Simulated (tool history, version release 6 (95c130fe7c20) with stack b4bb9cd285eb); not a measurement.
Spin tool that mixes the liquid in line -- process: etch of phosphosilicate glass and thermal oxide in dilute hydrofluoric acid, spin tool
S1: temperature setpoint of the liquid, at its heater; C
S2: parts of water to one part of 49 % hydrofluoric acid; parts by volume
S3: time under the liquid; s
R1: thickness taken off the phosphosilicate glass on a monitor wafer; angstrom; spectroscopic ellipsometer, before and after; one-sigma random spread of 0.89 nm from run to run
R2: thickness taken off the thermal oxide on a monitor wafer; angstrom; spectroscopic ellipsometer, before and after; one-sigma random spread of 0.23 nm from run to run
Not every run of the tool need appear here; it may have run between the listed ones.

| run | hour | S1 | S2 | S3 | R1 | R2 |
|---|---|---|---|---|---|---|
| 1 | 0.0 | 20.0 | 125 | 30 | 216.12 | 9.8064 |
| 2 | 3.0 | 22.5 | 95 | 35 | 376.64 | 17.0550 |
| 3 | 6.1 | 26.0 | 95 | 35 | 439.04 | 19.3770 |
| 4 | 14.7 | 24.5 | 95 | 35 | 414.25 | 17.2140 |
| 5 | 18.0 | 25.5 | 75 | 40 | 639.25 | 27.7310 |
| 6 | 22.6 | 25.5 | 55 | 40 | 895.34 | 38.7730 |

Run 7 is up next; what results do you expect?
| 7 | 23.8 | 26.0 | 50 | 40 | ? | ? |

R1: 1010.00 angstrom
R2: 47.5130 angstrom
